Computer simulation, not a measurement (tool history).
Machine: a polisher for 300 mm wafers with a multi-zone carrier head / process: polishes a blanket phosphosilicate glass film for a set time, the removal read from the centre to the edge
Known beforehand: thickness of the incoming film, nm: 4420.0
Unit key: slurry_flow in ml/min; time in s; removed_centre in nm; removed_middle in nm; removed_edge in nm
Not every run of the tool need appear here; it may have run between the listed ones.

run,hour,slurry_flow,centre_zone,middle_zone,edge_zone,slurry_solids,time,removed_centre,removed_middle,removed_edge
1,0.0,190,1.00,1.00,1.00,1.00,54,389.38,427.67,422.49
2,2.0,165,1.00,1.00,1.00,1.00,54,389.80,412.44,416.09
3,5.8,160,0.97,1.01,0.96,0.85,54,341.97,384.87,377.31
4,14.0,155,0.96,1.02,0.92,0.80,54,332.35,380.43,354.16
5,15.3,150,0.93,1.01,0.89,0.75,54,305.35,353.83,339.61
# hour 17.3: centre zone pressure recalibrated
6,17.3,150,0.93,1.01,0.96,0.75,54,331.47,363.18,351.41
7,21.0,145,0.92,1.02,0.92,0.70,54,314.44,350.30,332.64

Run 8 is up next; what results do you expect?
8,23.7,140,0.90,1.03,0.89,0.70,54,?,?,?

removed_centre: 307.91 nm
removed_middle: 344.53 nm
removed_edge: 323.01 nm
